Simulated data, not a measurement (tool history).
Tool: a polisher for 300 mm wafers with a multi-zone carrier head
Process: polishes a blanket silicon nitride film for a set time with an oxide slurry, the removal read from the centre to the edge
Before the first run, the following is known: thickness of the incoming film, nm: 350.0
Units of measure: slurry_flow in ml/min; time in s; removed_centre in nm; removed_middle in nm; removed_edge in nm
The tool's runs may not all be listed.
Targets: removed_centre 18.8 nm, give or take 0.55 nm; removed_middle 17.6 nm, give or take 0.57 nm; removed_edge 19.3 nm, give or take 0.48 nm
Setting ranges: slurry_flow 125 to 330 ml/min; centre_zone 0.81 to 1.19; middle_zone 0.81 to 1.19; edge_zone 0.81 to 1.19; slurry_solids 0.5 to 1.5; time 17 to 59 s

run 1 hour=0 | slurry_flow=210 centre_zone=1 middle_zone=1 edge_zone=1 slurry_solids=1 time=38 | removed_centre=38.231 removed_middle=37.541 removed_edge=38.615
run 2 hour=3.5 | slurry_flow=190 centre_zone=1 middle_zone=1 edge_zone=1 slurry_solids=1 time=38 | removed_centre=37.988 removed_middle=37.208 removed_edge=38.902
run 3 hour=11.2 | slurry_flow=190 centre_zone=1 middle_zone=1 edge_zone=1 slurry_solids=0.9 time=38 | removed_centre=35.736 removed_middle=34.631 removed_edge=36.911
run 4 hour=17 | slurry_flow=190 centre_zone=0.92 middle_zone=1 edge_zone=1 slurry_solids=0.9 time=38 | removed_centre=32.504 removed_middle=34.772 removed_edge=36.123
run 5 hour=22.6 | slurry_flow=190 centre_zone=0.92 middle_zone=1 edge_zone=1 slurry_solids=0.9 time=29 | removed_centre=24.576 removed_middle=26.298 removed_edge=27.504
run 6 hour=24.5 | slurry_flow=190 centre_zone=0.92 middle_zone=1 edge_zone=1.03 slurry_solids=0.9 time=29 | removed_centre=25.07 removed_middle=26.711 removed_edge=28.344
run 7 hour=28.1 | slurry_flow=200 centre_zone=0.92 middle_zone=0.98 edge_zone=0.99 slurry_solids=0.8 time=28 | removed_centre=21.812 removed_middle=22.923 removed_edge=24.641
run 8 hour=31.9 | slurry_flow=200 centre_zone=0.93 middle_zone=0.96 edge_zone=0.96 slurry_solids=0.8 time=28 | removed_centre=22.669 removed_middle=22.886 removed_edge=24.076
run 9 hour=36.1 | slurry_flow=200 centre_zone=0.92 middle_zone=0.93 edge_zone=0.94 slurry_solids=0.75 time=28 | removed_centre=21.019 removed_middle=20.769 removed_edge=22.752
run 10 hour=42.4 | slurry_flow=205 centre_zone=0.92 middle_zone=0.92 edge_zone=0.92 slurry_solids=0.75 time=28 | removed_centre=21.404 removed_middle=20.722 removed_edge=22.282
run 11 hour=51.3 | slurry_flow=205 centre_zone=0.9 middle_zone=0.9 edge_zone=0.9 slurry_solids=0.75 time=28 | removed_centre=21.144 removed_middle=20.403 removed_edge=22.233
run 12 hour=55 | slurry_flow=205 centre_zone=0.89 middle_zone=0.89 edge_zone=0.88 slurry_solids=0.75 time=28 | removed_centre=20.292 removed_middle=20.505 removed_edge=22.369
run 13 hour=57.7 | slurry_flow=205 centre_zone=0.89 middle_zone=0.88 edge_zone=0.87 slurry_solids=0.7 time=28 | removed_centre=19.334 removed_middle=19.318 removed_edge=20.688
run 14 hour=59.5 | slurry_flow=205 centre_zone=0.89 middle_zone=0.88 edge_zone=0.87 slurry_solids=0.7 time=28 | removed_centre=19.366 removed_middle=19.058 removed_edge=20.715
run 15 hour=66.4 | slurry_flow=195 centre_zone=0.89 middle_zone=0.87 edge_zone=0.86 slurry_solids=0.7 time=28 | removed_centre=19.149 removed_middle=18.859 removed_edge=20.513
run 16 hour=75.3 | slurry_flow=190 centre_zone=0.9 middle_zone=0.86 edge_zone=0.85 slurry_solids=0.7 time=28 | removed_centre=19.098 removed_middle=18.308 removed_edge=20.198
run 17 hour=77.5 | slurry_flow=185 centre_zone=0.9 middle_zone=0.86 edge_zone=0.84 slurry_solids=0.7 time=28 | removed_centre=19.201 removed_middle=18.085 removed_edge=20.213
run 18 hour=84.7 | slurry_flow=185 centre_zone=0.9 middle_zone=0.86 edge_zone=0.84 slurry_solids=0.7 time=28 | removed_centre=19.195 removed_middle=18.623 removed_edge=20.079
run 19 hour=91.8 | slurry_flow=145 centre_zone=0.91 middle_zone=0.82 edge_zone=0.81 slurry_solids=0.7 time=28 | removed_centre=18.001 removed_middle=16.977 removed_edge=19.345

Exercise: of the 4 proposed moves below, exactly one satisfies all targets within the stated allowed misses. Which move is it?
run A hour=98.9 | slurry_flow=165 centre_zone=0.95 middle_zone=0.82 edge_zone=0.88 slurry_solids=0.7 time=27 | removed_centre=? removed_middle=? removed_edge=?
run B hour=98.9 | slurry_flow=130 centre_zone=0.96 middle_zone=0.89 edge_zone=0.86 slurry_solids=0.65 time=30 | removed_centre=? removed_middle=? removed_edge=?
run C hour=98.9 | slurry_flow=165 centre_zone=0.97 middle_zone=0.81 edge_zone=0.83 slurry_solids=0.7 time=27 | removed_centre=? removed_middle=? removed_edge=?
run D hour=98.9 | slurry_flow=125 centre_zone=0.9 middle_zone=0.81 edge_zone=0.85 slurry_solids=0.8 time=25 | removed_centre=? removed_middle=? removed_edge=?

move=A removed_centre=18.959 removed_middle=16.747 removed_edge=19.606
move=B removed_centre=18.605 removed_middle=17.519 removed_edge=19.264
move=C removed_centre=19.36 removed_middle=16.58 removed_edge=19.102
move=D removed_centre=17.25 removed_middle=16.085 removed_edge=19.086
A: brings the last run's worst result on target, with another outside its allowed miss
B: in spec on every target
C: takes the biggest miss from the last run beyond its target
D: misses by more than the last run did
B is the move that brings every result within its allowed miss.
